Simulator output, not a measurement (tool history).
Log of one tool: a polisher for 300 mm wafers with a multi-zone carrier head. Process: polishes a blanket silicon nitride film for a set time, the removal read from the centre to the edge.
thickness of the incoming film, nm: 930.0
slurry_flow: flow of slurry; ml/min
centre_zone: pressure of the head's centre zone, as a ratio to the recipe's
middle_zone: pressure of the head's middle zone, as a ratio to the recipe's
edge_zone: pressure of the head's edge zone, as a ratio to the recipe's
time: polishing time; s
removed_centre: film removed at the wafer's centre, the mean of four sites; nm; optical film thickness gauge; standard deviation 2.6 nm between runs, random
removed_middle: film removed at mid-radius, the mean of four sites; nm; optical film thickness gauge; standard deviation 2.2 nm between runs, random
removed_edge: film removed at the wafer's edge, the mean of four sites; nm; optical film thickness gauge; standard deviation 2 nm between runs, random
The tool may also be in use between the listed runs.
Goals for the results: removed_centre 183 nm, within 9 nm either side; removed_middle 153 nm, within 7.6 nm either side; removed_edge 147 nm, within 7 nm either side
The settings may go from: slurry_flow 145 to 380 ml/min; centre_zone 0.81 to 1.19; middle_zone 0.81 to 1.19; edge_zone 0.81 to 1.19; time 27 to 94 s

Run 1, hour 0: slurry_flow 245 ml/min, centre_zone 1, middle_zone 1, edge_zone 1, time 60 s. Result: removed_centre 99.898 nm, removed_middle 109.09 nm, removed_edge 111.14 nm.
Run 2, hour 1: slurry_flow 245 ml/min, centre_zone 1, middle_zone 1.08, edge_zone 1, time 60 s. Result: removed_centre 101.16 nm, removed_middle 118.87 nm, removed_edge 107.82 nm.
Run 3, hour 4.8: slurry_flow 255 ml/min, centre_zone 1.02, middle_zone 1.07, edge_zone 0.98, time 63 s. Result: removed_centre 108.35 nm, removed_middle 122.9 nm, removed_edge 114.92 nm.
Run 4, hour 7.1: slurry_flow 260 ml/min, centre_zone 1.04, middle_zone 1.07, edge_zone 0.96, time 65 s. Result: removed_centre 115.41 nm, removed_middle 128.45 nm, removed_edge 119 nm.
Run 5, hour 10.9: slurry_flow 270 ml/min, centre_zone 1.06, middle_zone 1.06, edge_zone 0.94, time 67 s. Result: removed_centre 119.6 nm, removed_middle 130.39 nm, removed_edge 119.89 nm.
Run 6, hour 15.5: slurry_flow 280 ml/min, centre_zone 1.08, middle_zone 1.05, edge_zone 0.92, time 69 s. Result: removed_centre 127.57 nm, removed_middle 133.29 nm, removed_edge 119.61 nm.
Run 7, hour 16.2: slurry_flow 285 ml/min, centre_zone 1.09, middle_zone 1.04, edge_zone 0.92, time 71 s. Result: removed_centre 131.13 nm, removed_middle 137.04 nm, removed_edge 125.8 nm.
Run 8, hour 18: slurry_flow 215 ml/min, centre_zone 1.19, middle_zone 0.94, edge_zone 0.82, time 88 s. Result: removed_centre 176.78 nm, removed_middle 150.94 nm, removed_edge 143.9 nm.

Pick the move, out of 5, that brings all results within their allowed miss; only one does.
Run A, hour 19.8: slurry_flow 225 ml/min, centre_zone 1.16, middle_zone 0.89, edge_zone 0.81, time 89 s. Result: removed_centre ?, removed_middle ?, removed_edge ?.
Run B, hour 19.8: slurry_flow 270 ml/min, centre_zone 1.19, middle_zone 0.9, edge_zone 0.81, time 89 s. Result: removed_centre ?, removed_middle ?, removed_edge ?.
Run C, hour 19.8: slurry_flow 235 ml/min, centre_zone 1.17, middle_zone 0.98, edge_zone 0.92, time 84 s. Result: removed_centre ?, removed_middle ?, removed_edge ?.
Run D, hour 19.8: slurry_flow 265 ml/min, centre_zone 1.16, middle_zone 0.99, edge_zone 0.82, time 82 s. Result: removed_centre ?, removed_middle ?, removed_edge ?.
Run E, hour 19.8: slurry_flow 300 ml/min, centre_zone 1.18, middle_zone 1.03, edge_zone 0.81, time 82 s. Result: removed_centre ?, removed_middle ?, removed_edge ?.

move  removed_centre  removed_middle  removed_edge
   A          172.51          150.82        144.69
   B          181.78          155.64        147.31
   C          165.45           153.2        145.13
   D          162.89          153.02        136.08
   E          168.33          159.61        136.74
A: its largest miss is bigger than the last run's
B: meets every target
C: its largest miss is bigger than the last run's
D: its largest miss is bigger than the last run's
E: its largest miss is bigger than the last run's
Go with B: it meets all targets.
